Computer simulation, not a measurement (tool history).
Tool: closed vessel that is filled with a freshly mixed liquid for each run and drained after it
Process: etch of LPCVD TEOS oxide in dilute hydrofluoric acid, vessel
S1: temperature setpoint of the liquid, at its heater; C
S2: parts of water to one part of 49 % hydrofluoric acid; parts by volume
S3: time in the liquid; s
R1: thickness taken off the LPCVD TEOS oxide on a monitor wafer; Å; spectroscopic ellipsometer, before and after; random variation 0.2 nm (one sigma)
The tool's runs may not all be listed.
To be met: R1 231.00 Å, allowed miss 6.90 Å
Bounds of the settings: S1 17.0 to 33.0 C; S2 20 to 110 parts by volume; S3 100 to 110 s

run,day,S1,S2,S3,R1
1,0.000,25.0,60,100,544.84
2,0.354,23.0,70,100,424.07
3,0.542,23.0,70,100,424.31
4,0.779,23.0,70,110,467.67
5,0.888,21.5,75,110,404.46
6,0.912,20.5,80,110,366.55
7,1.183,19.5,85,110,327.31
8,1.333,19.0,90,110,299.30
# day 1.608: thermometer replaced
9,1.608,18.5,95,110,255.18
10,1.925,18.0,95,110,247.09

Which of these 4 next moves meets every target?
A,2.242,20.5,110,110,?
B,2.242,17.0,75,100,?
C,2.242,18.5,85,105,?
D,2.242,17.0,80,100,?

move,R1
A,234.63
B,280.90
C,274.34
D,261.93
A: meets every target
B: further off than the last run
C: further off than the last run
D: further off than the last run
Move A is the one to make.
